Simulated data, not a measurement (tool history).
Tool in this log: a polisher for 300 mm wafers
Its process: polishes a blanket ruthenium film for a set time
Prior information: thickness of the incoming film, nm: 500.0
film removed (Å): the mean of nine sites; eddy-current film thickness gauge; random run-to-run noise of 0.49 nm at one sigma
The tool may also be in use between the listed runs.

run	day	flow of slurry (ml/min)	pressure of the wafer on the pad (psi)	speed of the pad under the wafer (cm/s)	polishing time (s)	film removed (Å)
1	0.000	140	1.6	94	45	395.22
2	0.088	140	1.6	72	45	330.61
3	0.350	145	1.7	72	45	347.97
4	0.650	145	1.8	72	45	360.08
5	0.983	145	1.9	72	45	379.33
6	1.050	145	1.9	62	45	347.23
7	1.400	150	2.0	62	45	355.74
8	1.542	150	2.1	64	45	366.99
9	1.675	150	2.2	68	45	399.59

Run 10 comes next. What will it give?
10	1.946	150	2.3	70	45	?

Logged for run 10: film removed (Å) 419.66.
